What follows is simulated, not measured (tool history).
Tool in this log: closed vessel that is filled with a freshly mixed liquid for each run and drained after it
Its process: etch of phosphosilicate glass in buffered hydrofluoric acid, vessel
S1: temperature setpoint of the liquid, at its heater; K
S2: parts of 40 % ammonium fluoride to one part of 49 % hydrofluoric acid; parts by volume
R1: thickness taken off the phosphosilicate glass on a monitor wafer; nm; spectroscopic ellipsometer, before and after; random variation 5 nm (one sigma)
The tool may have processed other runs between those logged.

{"run": 1, "day": 0.0, "S1": 298.15, "S2": 12, "time in the liquid (s)": 100, "R1": 278.72}
{"run": 2, "day": 0.225, "S1": 298.15, "S2": 12, "time in the liquid (s)": 100, "R1": 275.91}
{"run": 3, "day": 0.492, "S1": 300.15, "S2": 10, "time in the liquid (s)": 100, "R1": 370.47}
{"run": 4, "day": 0.55, "S1": 302.15, "S2": 10, "time in the liquid (s)": 100, "R1": 413.81}
{"run": 5, "day": 0.9, "S1": 302.15, "S2": 8, "time in the liquid (s)": 100, "R1": 504.28}
{"run": 6, "day": 1.1, "S1": 304.15, "S2": 8, "time in the liquid (s)": 100, "R1": 556.5}
{"run": 7, "day": 1.412, "S1": 305.15, "S2": 5, "time in the liquid (s)": 100, "R1": 892.63}
{"run": 8, "day": 1.746, "S1": 304.15, "S2": 5, "time in the liquid (s)": 100, "R1": 841.87}
{"run": 9, "day": 1.95, "S1": 303.15, "S2": 5, "time in the liquid (s)": 100, "R1": 802.47}
{"run": 10, "day": 2.2, "S1": 302.65, "S2": 5, "time in the liquid (s)": 100, "R1": 792.67}

What will run 11 give?
{"run": 11, "day": 2.362, "S1": 302.15, "S2": 5, "time in the liquid (s)": 100, "R1": "?"}

{"run 11": {"R1": 770.4}}
